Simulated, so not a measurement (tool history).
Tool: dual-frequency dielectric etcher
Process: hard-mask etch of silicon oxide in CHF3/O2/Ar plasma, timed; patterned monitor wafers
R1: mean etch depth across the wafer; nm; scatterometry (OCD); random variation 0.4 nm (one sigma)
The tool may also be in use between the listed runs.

{"run": 1, "hour": 0.0, "source power (kW)": 0.55, "bias power (kW)": 0.183, "etch time (s)": 29, "R1": 53.872}
{"run": 2, "hour": 7.7, "source power (kW)": 0.57, "bias power (kW)": 0.185, "etch time (s)": 29, "R1": 54.389}
{"run": 3, "hour": 9.4, "source power (kW)": 0.59, "bias power (kW)": 0.187, "etch time (s)": 29, "R1": 55.19}
{"run": 4, "hour": 10.5, "source power (kW)": 0.61, "bias power (kW)": 0.189, "etch time (s)": 29, "R1": 55.597}
{"run": 5, "hour": 13.4, "source power (kW)": 0.55, "bias power (kW)": 0.189, "etch time (s)": 29, "R1": 54.051}
{"run": 6, "hour": 17.1, "source power (kW)": 0.55, "bias power (kW)": 0.158, "etch time (s)": 29, "R1": 51.063}
{"run": 7, "hour": 24.7, "source power (kW)": 0.58, "bias power (kW)": 0.164, "etch time (s)": 29, "R1": 52.832}
{"run": 8, "hour": 28.6, "source power (kW)": 0.6, "bias power (kW)": 0.167, "etch time (s)": 29, "R1": 53.91}

Run 9 comes next. What will it give?
{"run": 9, "hour": 33.8, "source power (kW)": 0.62, "bias power (kW)": 0.169, "etch time (s)": 29, "R1": "?"}

Run 9 gave R1 54.708 nm.
